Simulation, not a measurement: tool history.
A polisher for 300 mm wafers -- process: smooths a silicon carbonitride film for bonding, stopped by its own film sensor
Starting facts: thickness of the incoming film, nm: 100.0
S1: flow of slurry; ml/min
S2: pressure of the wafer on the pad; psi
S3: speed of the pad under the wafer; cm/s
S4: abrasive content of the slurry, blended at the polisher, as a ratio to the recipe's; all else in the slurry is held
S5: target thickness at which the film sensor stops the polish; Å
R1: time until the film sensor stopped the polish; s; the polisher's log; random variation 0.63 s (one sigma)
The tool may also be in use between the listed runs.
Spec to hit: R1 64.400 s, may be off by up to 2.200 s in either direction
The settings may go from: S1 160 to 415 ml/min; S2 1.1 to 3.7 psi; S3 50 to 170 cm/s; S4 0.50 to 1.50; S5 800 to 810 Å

{"run": 1, "hour": 0.0, "S1": 265, "S2": 2.4, "S3": 110, "S4": 1.0, "S5": 810, "R1": 54.795}
{"run": 2, "hour": 5.9, "S1": 265, "S2": 2.4, "S3": 110, "S4": 1.0, "S5": 810, "R1": 53.654}
{"run": 3, "hour": 11.5, "S1": 265, "S2": 2.3, "S3": 110, "S4": 1.0, "S5": 810, "R1": 54.844}
{"run": 4, "hour": 16.5, "S1": 265, "S2": 2.3, "S3": 122, "S4": 1.0, "S5": 810, "R1": 51.211}
{"run": 5, "hour": 20.7, "S1": 265, "S2": 2.3, "S3": 138, "S4": 1.0, "S5": 810, "R1": 45.504}
{"run": 6, "hour": 24.7, "S1": 265, "S2": 2.1, "S3": 138, "S4": 1.0, "S5": 810, "R1": 48.989}
{"run": 7, "hour": 32.1, "S1": 265, "S2": 2.0, "S3": 138, "S4": 1.0, "S5": 810, "R1": 49.921}
{"run": 8, "hour": 40.0, "S1": 265, "S2": 1.9, "S3": 138, "S4": 1.0, "S5": 810, "R1": 52.661}
{"run": 9, "hour": 48.6, "S1": 265, "S2": 1.8, "S3": 138, "S4": 1.0, "S5": 810, "R1": 52.521}
{"run": 10, "hour": 53.0, "S1": 265, "S2": 1.7, "S3": 138, "S4": 1.0, "S5": 810, "R1": 53.823}

Which one of the following 5 next-run settings gets every result inside its allowed miss? There is exactly one.
{"run": "A", "hour": 57.4, "S1": 255, "S2": 1.4, "S3": 130, "S4": 0.9, "S5": 800, "R1": "?"}
{"run": "B", "hour": 57.4, "S1": 280, "S2": 2.4, "S3": 138, "S4": 1.15, "S5": 810, "R1": "?"}
{"run": "C", "hour": 57.4, "S1": 265, "S2": 1.4, "S3": 118, "S4": 1.1, "S5": 800, "R1": "?"}
{"run": "D", "hour": 57.4, "S1": 315, "S2": 2.2, "S3": 100, "S4": 1.0, "S5": 800, "R1": "?"}
{"run": "E", "hour": 57.4, "S1": 195, "S2": 1.6, "S3": 118, "S4": 1.0, "S5": 800, "R1": "?"}

move=A R1=69.727
move=B R1=42.411
move=C R1=68.981
move=D R1=63.823
move=E R1=69.097
A: the result that was furthest off in the last run now lies on the other side of its target
B: its largest miss is bigger than the last run's
C: the result that was furthest off in the last run now lies on the other side of its target
D: meets every target
E: the result that was furthest off in the last run now lies on the other side of its target
Correct choice: D, which meets every target
